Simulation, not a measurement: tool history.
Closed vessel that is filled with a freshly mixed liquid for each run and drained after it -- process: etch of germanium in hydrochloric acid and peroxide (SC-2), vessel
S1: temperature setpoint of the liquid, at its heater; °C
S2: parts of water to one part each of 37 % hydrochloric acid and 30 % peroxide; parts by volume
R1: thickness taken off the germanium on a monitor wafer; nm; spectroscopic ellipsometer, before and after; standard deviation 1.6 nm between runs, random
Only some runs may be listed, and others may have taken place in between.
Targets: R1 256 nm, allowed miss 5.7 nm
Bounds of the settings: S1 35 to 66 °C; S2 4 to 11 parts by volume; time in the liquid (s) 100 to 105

run 1 hour=0 | S1=50 S2=6 time_in_the_liquid_(s)=100 | R1=332.1
run 2 hour=6.8 | S1=55 S2=6 time_in_the_liquid_(s)=100 | R1=387.06
run 3 hour=14.1 | S1=52.5 S2=6 time_in_the_liquid_(s)=100 | R1=360.36
run 4 hour=16.9 | S1=47.5 S2=6 time_in_the_liquid_(s)=100 | R1=305.06
run 5 hour=20.6 | S1=46.5 S2=6 time_in_the_liquid_(s)=100 | R1=296.58
run 6 hour=24.6 | S1=45.5 S2=6 time_in_the_liquid_(s)=100 | R1=288.08
run 7 hour=25.4 | S1=45 S2=6 time_in_the_liquid_(s)=100 | R1=284.37
run 8 hour=30 | S1=44.5 S2=6 time_in_the_liquid_(s)=100 | R1=280.76
run 9 hour=35.6 | S1=44 S2=6 time_in_the_liquid_(s)=100 | R1=273.52
run 10 hour=38.8 | S1=43.5 S2=6 time_in_the_liquid_(s)=100 | R1=270.15
run 11 hour=47 | S1=43 S2=6 time_in_the_liquid_(s)=100 | R1=265.18

Which one of the following 4 next-run settings gets every result inside its allowed miss? There is exactly one.
run A hour=55.2 | S1=40.5 S2=5.5 time_in_the_liquid_(s)=100 | R1=?
run B hour=55.2 | S1=42 S2=4.5 time_in_the_liquid_(s)=105 | R1=?
run C hour=55.2 | S1=40.5 S2=7 time_in_the_liquid_(s)=100 | R1=?
run D hour=55.2 | S1=42 S2=5.5 time_in_the_liquid_(s)=100 | R1=?

move=A R1=243.41
move=B R1=269.93
move=C R1=241.43
move=D R1=256.17
A: carries the result that was furthest off beyond its target, to the other side
B: the biggest miss grows against the last run
C: carries the result that was furthest off beyond its target, to the other side
D: in spec on every target
Move D is the one to make.
